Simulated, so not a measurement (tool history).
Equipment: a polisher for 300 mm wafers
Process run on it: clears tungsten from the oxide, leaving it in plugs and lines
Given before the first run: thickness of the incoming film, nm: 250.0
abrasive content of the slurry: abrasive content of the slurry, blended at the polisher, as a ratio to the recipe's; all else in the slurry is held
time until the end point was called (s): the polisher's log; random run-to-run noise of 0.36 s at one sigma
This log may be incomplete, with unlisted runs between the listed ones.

run	hour	flow of slurry (ml/min)	pressure of the wafer on the pad (psi)	speed of the pad under the wafer (m/s)	abrasive content of the slurry	overpolish time after the end point (s)	time until the end point was called (s)
1	0	140	4.2	1.32	1	30	41.869
2	2.4	140	4.2	1.32	0.85	30	44.028
3	3.9	140	4.8	1.32	0.85	30	38.334
4	8.9	140	4.8	1.32	0.75	30	38.968
5	17.6	140	4.8	1.5	0.75	30	34.57
6	25.1	140	5.5	1.5	0.75	30	31.155
7	33.2	140	5.6	1.5	0.75	30	30.234
8	40.1	140	5.6	1.5	0.75	30	29.784
9	48.4	140	5.7	1.5	0.75	30	29.331

Predict the results of run 10:
10	57	140	5.8	1.5	0.75	30	?

{"run 10": {"time until the end point was called (s)": 28.727}}

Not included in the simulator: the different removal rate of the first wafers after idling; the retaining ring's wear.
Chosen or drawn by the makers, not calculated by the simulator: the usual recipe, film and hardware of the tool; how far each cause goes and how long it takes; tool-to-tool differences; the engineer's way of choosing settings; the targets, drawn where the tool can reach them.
